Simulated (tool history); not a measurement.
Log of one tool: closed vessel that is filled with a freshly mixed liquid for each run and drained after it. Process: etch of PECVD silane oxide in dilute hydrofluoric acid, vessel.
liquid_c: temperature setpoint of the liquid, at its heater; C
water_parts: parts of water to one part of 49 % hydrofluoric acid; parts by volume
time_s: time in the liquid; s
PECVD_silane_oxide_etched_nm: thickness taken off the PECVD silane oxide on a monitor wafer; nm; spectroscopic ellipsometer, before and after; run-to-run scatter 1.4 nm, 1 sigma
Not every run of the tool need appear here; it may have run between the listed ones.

run  hour  liquid_c  water_parts  time_s  PECVD_silane_oxide_etched_nm
  1   0.0      23.0          170     420                        74.265
  2   8.9      24.0          160     420                        84.359
  3  13.8      26.5          160     420                        91.869
  4  22.5      27.0          155     420                        95.970
  5  25.8      27.5          150     420                       102.310
  6  32.7      28.0          145     420                       110.210

Forecast run 7:
  7  34.4      28.5          140     420                             ?

{"run 7": {"PECVD_silane_oxide_etched_nm": 115.79}}
